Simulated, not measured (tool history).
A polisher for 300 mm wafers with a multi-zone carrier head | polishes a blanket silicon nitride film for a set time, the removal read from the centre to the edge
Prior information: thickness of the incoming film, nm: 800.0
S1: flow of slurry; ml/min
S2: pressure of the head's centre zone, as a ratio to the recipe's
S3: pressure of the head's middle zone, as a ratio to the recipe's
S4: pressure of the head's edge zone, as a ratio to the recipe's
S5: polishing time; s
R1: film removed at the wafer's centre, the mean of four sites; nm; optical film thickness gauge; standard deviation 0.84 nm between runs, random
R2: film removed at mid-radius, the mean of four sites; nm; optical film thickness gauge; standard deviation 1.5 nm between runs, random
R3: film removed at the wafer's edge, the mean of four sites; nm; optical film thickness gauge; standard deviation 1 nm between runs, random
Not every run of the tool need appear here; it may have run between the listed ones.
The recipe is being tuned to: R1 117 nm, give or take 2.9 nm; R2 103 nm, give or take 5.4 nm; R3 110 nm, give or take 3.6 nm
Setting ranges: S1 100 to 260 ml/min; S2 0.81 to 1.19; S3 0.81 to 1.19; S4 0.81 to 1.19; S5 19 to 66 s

run 1 hour=0 | S1=165 S2=1 S3=1 S4=1 S5=42 | R1=85.077 R2=84.046 R3=87.547
run 2 hour=7.5 | S1=165 S2=1 S3=1 S4=0.94 S5=42 | R1=83.793 R2=83.935 R3=83.593
run 3 hour=14.5 | S1=185 S2=1 S3=1 S4=0.94 S5=42 | R1=87.351 R2=86.163 R3=86.528
run 4 hour=15.8 | S1=195 S2=1.02 S3=1.01 S4=0.97 S5=42 | R1=89.932 R2=88.074 R3=88.394
run 5 hour=16.6 | S1=200 S2=1.04 S3=1.01 S4=1 S5=42 | R1=92.555 R2=89.977 R3=89.297
run 6 hour=20.2 | S1=185 S2=1.04 S3=1.01 S4=1 S5=42 | R1=91.384 R2=88.571 R3=87.165
run 7 hour=26.4 | S1=195 S2=1.05 S3=1 S4=1.02 S5=43 | R1=93.173 R2=89.833 R3=93.675
run 8 hour=32.2 | S1=205 S2=1.07 S3=1 S4=1.03 S5=43 | R1=98.216 R2=88.676 R3=94.32
-- hour=34.3 slurry nozzle cleaned
run 9 hour=34.3 | S1=210 S2=1.08 S3=1.01 S4=1.05 S5=43 | R1=103.68 R2=95.34 R3=97.576
run 10 hour=37.3 | S1=215 S2=1.08 S3=1.01 S4=1.06 S5=43 | R1=106.55 R2=97.152 R3=99.902

Consider the 4 candidate settings below. Which is the only one whose results all fall within their allowed miss of target?
run A hour=40.3 | S1=235 S2=1.14 S3=1.02 S4=1.19 S5=45 | R1=? R2=? R3=?
run B hour=40.3 | S1=200 S2=1.1 S3=1.13 S4=0.94 S5=40 | R1=? R2=? R3=?
run C hour=40.3 | S1=235 S2=1.05 S3=0.91 S4=1.17 S5=46 | R1=? R2=? R3=?
run D hour=40.3 | S1=205 S2=0.97 S3=1.15 S4=1.02 S5=44 | R1=? R2=? R3=?

move=A R1=116 R2=104.44 R3=109.96
move=B R1=97.289 R2=97.83 R3=85.519
move=C R1=109.08 R2=98.801 R3=111.55
move=D R1=94.642 R2=109.4 R3=98.038
A: all results land within tolerance of their targets
B: misses by more than the last run did
C: better than the last run, though not everything is in spec
D: misses by more than the last run did
A meets every target.
